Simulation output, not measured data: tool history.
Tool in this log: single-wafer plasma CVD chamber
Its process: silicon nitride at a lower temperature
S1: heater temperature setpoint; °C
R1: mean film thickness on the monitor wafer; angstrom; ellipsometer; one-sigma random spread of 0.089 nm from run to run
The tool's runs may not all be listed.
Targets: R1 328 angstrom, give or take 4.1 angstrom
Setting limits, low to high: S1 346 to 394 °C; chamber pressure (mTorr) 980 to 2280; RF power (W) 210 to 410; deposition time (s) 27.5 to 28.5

Run 1, hour 0: S1 370 °C, chamber pressure (mTorr) 1630, RF power (W) 310, deposition time (s) 27.5. Result: R1 304.81 angstrom.
Run 2, hour 8.6: S1 363 °C, chamber pressure (mTorr) 1630, RF power (W) 310, deposition time (s) 27.5. Result: R1 304.59 angstrom.
Run 3, hour 14.5: S1 369 °C, chamber pressure (mTorr) 1630, RF power (W) 310, deposition time (s) 27.5. Result: R1 305.14 angstrom.
Run 4, hour 21.4: S1 380 °C, chamber pressure (mTorr) 1630, RF power (W) 310, deposition time (s) 27.5. Result: R1 303.85 angstrom.
Run 5, hour 23.3: S1 380 °C, chamber pressure (mTorr) 1840, RF power (W) 310, deposition time (s) 27.5. Result: R1 312.38 angstrom.
Run 6, hour 27.3: S1 380 °C, chamber pressure (mTorr) 1920, RF power (W) 310, deposition time (s) 27.5. Result: R1 316.21 angstrom.
Run 7, hour 32.5: S1 380 °C, chamber pressure (mTorr) 1980, RF power (W) 310, deposition time (s) 27.5. Result: R1 317.49 angstrom.
Run 8, hour 35.6: S1 380 °C, chamber pressure (mTorr) 2040, RF power (W) 310, deposition time (s) 27.5. Result: R1 320.17 angstrom.
Run 9, hour 44.4: S1 380 °C, chamber pressure (mTorr) 2080, RF power (W) 310, deposition time (s) 27.5. Result: R1 323.17 angstrom.
Run 10, hour 47.7: S1 380 °C, chamber pressure (mTorr) 2100, RF power (W) 310, deposition time (s) 27.5. Result: R1 322.85 angstrom.

Which single option among these 4 for the next run brings every result within its allowed miss of target? Just one does.
Run A, hour 51: S1 385 °C, chamber pressure (mTorr) 2080, RF power (W) 300, deposition time (s) 27.6. Result: R1 ?.
Run B, hour 51: S1 379 °C, chamber pressure (mTorr) 2250, RF power (W) 300, deposition time (s) 27.8. Result: R1 ?.
Run C, hour 51: S1 376 °C, chamber pressure (mTorr) 1800, RF power (W) 315, deposition time (s) 27.6. Result: R1 ?.
Run D, hour 51: S1 375 °C, chamber pressure (mTorr) 2260, RF power (W) 330, deposition time (s) 27.5. Result: R1 ?.

move      R1
   A  316.49
   B  325.79
   C  313.99
   D  339.58
A: moves away from the targets compared with the last run
B: in spec on every target
C: moves away from the targets compared with the last run
D: pushes the last run's worst result past its target
B is the move that brings every result within its allowed miss.
